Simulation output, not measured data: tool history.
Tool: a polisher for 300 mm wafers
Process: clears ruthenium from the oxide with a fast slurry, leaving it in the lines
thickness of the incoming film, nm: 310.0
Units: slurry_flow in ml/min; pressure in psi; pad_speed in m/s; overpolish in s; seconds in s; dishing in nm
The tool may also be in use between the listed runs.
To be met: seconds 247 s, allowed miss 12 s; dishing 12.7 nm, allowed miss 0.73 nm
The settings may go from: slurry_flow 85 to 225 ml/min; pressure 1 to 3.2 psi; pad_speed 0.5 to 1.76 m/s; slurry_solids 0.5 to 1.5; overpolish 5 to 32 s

run,day,slurry_flow,pressure,pad_speed,slurry_solids,overpolish,seconds,dishing
1,0,145,2.1,1.12,1,16,94.145,39.761
2,0.038,145,2.1,0.9,1,16,117,33.022
3,0.262,145,2.1,0.9,1,21,115.81,40.614
4,0.55,150,1.9,0.8,1,18,139.98,29.912
5,0.671,115,1.9,0.8,1,18,147.61,29.536
6,1.038,115,1.9,0.68,1,18,167.66,26.271
7,1.321,135,1.3,0.54,1,10,295.07,9.1566
8,1.529,135,1.4,0.54,1,11,275.28,10.516

Which of these 5 next moves meets every target?
A,1.738,125,1.1,0.76,1.05,12,?,?
B,1.738,145,1.2,0.62,1,11,?,?
C,1.738,165,1,0.62,1,10,?,?
D,1.738,160,1.4,0.5,1.05,11,?,?
E,1.738,120,1.3,0.6,1.05,14,?,?

move,seconds,dishing
A,250.07,12.582
B,275.52,10.568
C,320.19,8.3514
D,274.03,10.622
E,265.31,13.759
A: meets every target
B: as far off as the last run
C: further off than the last run
D: as far off as the last run
E: takes the result that was furthest off past its target
The right move is A.
